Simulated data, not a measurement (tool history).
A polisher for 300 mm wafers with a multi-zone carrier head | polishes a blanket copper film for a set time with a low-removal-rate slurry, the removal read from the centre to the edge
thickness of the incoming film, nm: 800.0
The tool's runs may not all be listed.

run  hour  flow of slurry (ml/min)  pressure of the head's centre zone  pressure of the head's middle zone  pressure of the head's edge zone  abrasive content of the slurry  polishing time (s)  film removed at the wafer's centre (Å)  film removed at mid-radius (Å)  film removed at the wafer's edge (Å)
  1     0                      280                                   1                                   1                                 1                               1                  55                                  1948.5                          2028.9                                2074.9
  2   3.3                      280                                   1                                   1                                 1                            0.85                  55                                  1889.3                          1991.7                                2012.1
  3  10.3                      295                                1.03                                1.03                              1.03                             0.9                  55                                  1947.4                          2069.2                                2076.1
  4  12.2                      295                                1.03                                1.03                              0.98                             0.9                  55                                  1997.2                          2123.8                                2049.8
  5  16.8                      310                                1.05                                1.04                                 1                            0.95                  55                                  2068.7                          2049.2                                2052.9
  6  20.7                      305                                1.05                                1.06                              1.01                            1.05                  56                                  2117.1                          2188.7                                2196.8
  7  22.3                      310                                1.07                                1.08                              1.01                            1.05                  56                                  2214.4                          2290.2                                2163.1
  8  30.9                      315                                1.08                                1.08                              1.03                             1.1                  56                                    2229                          2327.6                                  2194
  9  32.4                      320                                1.09                                1.07                              1.04                            1.15                  56                                  2264.8                          2303.6                                2230.4

Forecast run 10:
 10  33.3                      325                                 1.1                                1.07                              1.05                            1.15                  56                                       ?                               ?                                     ?

Run 10 gave film removed at the wafer's centre (Å) 2298.8, film removed at mid-radius (Å) 2298, film removed at the wafer's edge (Å) 2239.5.
